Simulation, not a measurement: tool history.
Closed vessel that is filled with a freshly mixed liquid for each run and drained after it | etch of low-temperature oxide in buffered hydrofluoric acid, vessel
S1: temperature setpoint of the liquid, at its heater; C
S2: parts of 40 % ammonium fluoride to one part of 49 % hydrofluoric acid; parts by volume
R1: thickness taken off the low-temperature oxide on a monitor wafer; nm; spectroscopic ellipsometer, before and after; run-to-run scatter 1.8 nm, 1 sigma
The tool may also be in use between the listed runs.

{"run": 1, "hour": 0.0, "S1": 21, "S2": 9.5, "time in the liquid (s)": 100, "R1": 239.72}
{"run": 2, "hour": 2.2, "S1": 21, "S2": 9.5, "time in the liquid (s)": 105, "R1": 250.58}
{"run": 3, "hour": 5.8, "S1": 21, "S2": 9.5, "time in the liquid (s)": 100, "R1": 237.85}
{"run": 4, "hour": 7.9, "S1": 22.5, "S2": 9.5, "time in the liquid (s)": 100, "R1": 263.06}
{"run": 5, "hour": 12.8, "S1": 22.5, "S2": 7, "time in the liquid (s)": 100, "R1": 349.69}
{"run": 6, "hour": 20.4, "S1": 25, "S2": 7, "time in the liquid (s)": 100, "R1": 404.89}
{"run": 7, "hour": 28.5, "S1": 24, "S2": 7, "time in the liquid (s)": 100, "R1": 380.59}
{"run": 8, "hour": 36.1, "S1": 23, "S2": 7, "time in the liquid (s)": 100, "R1": 364.61}
{"run": 9, "hour": 41.2, "S1": 22, "S2": 7, "time in the liquid (s)": 100, "R1": 343.58}

What does the tool deliver on the next run?
{"run": 10, "hour": 42.3, "S1": 21.5, "S2": 7, "time in the liquid (s)": 100, "R1": "?"}

{"run 10": {"R1": 337.36}}
